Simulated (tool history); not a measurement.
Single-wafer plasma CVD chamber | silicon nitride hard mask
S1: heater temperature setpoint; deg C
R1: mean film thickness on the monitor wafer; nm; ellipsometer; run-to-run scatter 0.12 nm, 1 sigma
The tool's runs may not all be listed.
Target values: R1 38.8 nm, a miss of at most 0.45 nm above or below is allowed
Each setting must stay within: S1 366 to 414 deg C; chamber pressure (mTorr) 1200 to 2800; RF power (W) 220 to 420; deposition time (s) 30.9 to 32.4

Run 1, day 0: S1 390 deg C, chamber pressure (mTorr) 2000, RF power (W) 320, deposition time (s) 32.4. Result: R1 42.897 nm.
Run 2, day 0.208: S1 390 deg C, chamber pressure (mTorr) 2000, RF power (W) 290, deposition time (s) 32.4. Result: R1 40.021 nm.
Run 3, day 0.467: S1 390 deg C, chamber pressure (mTorr) 1960, RF power (W) 290, deposition time (s) 32.4. Result: R1 40.163 nm.
Run 4, day 0.675: S1 398 deg C, chamber pressure (mTorr) 1960, RF power (W) 290, deposition time (s) 32.4. Result: R1 39.69 nm.
Run 5, day 0.758: S1 390 deg C, chamber pressure (mTorr) 1960, RF power (W) 290, deposition time (s) 32.4. Result: R1 39.816 nm.
Run 6, day 0.892: S1 390 deg C, chamber pressure (mTorr) 1960, RF power (W) 315, deposition time (s) 32.4. Result: R1 42.441 nm.
Run 7, day 1.138: S1 390 deg C, chamber pressure (mTorr) 1560, RF power (W) 310, deposition time (s) 32.4. Result: R1 39.745 nm.
Run 8, day 1.346: S1 390 deg C, chamber pressure (mTorr) 1530, RF power (W) 310, deposition time (s) 32.4. Result: R1 39.439 nm.
Run 9, day 1.704: S1 390 deg C, chamber pressure (mTorr) 1510, RF power (W) 310, deposition time (s) 32.4. Result: R1 39.545 nm.

Which of these 5 next moves meets every target?
Run A, day 2.062: S1 393 deg C, chamber pressure (mTorr) 1290, RF power (W) 315, deposition time (s) 32.1. Result: R1 ?.
Run B, day 2.062: S1 387 deg C, chamber pressure (mTorr) 1620, RF power (W) 300, deposition time (s) 32.1. Result: R1 ?.
Run C, day 2.062: S1 395 deg C, chamber pressure (mTorr) 1330, RF power (W) 320, deposition time (s) 31.6. Result: R1 ?.
Run D, day 2.062: S1 402 deg C, chamber pressure (mTorr) 1720, RF power (W) 285, deposition time (s) 32. Result: R1 ?.
Run E, day 2.062: S1 391 deg C, chamber pressure (mTorr) 1300, RF power (W) 305, deposition time (s) 32.4. Result: R1 ?.

move      R1
   A  38.073
   B  38.921
   C  38.153
   D  37.676
   E  37.654
A: takes the biggest miss from the last run beyond its target
B: all results in spec
C: takes the biggest miss from the last run beyond its target
D: takes the biggest miss from the last run beyond its target
E: takes the biggest miss from the last run beyond its target
The move that meets every target is B.
